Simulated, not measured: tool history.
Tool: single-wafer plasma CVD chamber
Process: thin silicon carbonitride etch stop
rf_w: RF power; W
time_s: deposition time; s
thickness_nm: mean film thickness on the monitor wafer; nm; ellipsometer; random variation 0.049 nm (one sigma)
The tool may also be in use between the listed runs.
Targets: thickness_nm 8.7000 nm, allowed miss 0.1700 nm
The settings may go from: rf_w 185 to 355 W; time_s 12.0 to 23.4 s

run,hour,rf_w,time_s,thickness_nm
1,0.0,270,17.7,11.6820
2,5.5,250,17.7,11.2910
3,13.0,250,20.1,12.8660
4,19.2,285,20.1,13.1730
5,23.3,285,18.1,11.9480
6,28.9,260,18.1,11.7580
7,32.5,215,15.3,9.4590
8,39.6,210,15.0,9.2126
9,44.2,205,14.8,8.9893
10,48.7,200,14.7,8.9116

Which of these 5 next moves meets every target?
A,53.2,185,14.1,?
B,53.2,185,14.2,?
C,53.2,215,14.7,?
D,53.2,190,14.5,?
E,53.2,200,15.0,?

move,thickness_nm
A,8.3664
B,8.4258
C,9.0415
D,8.6581
E,9.0667
A: takes the result that was furthest off past its target
B: takes the result that was furthest off past its target
C: further off than the last run
D: meets every target
E: further off than the last run
The right move is D.
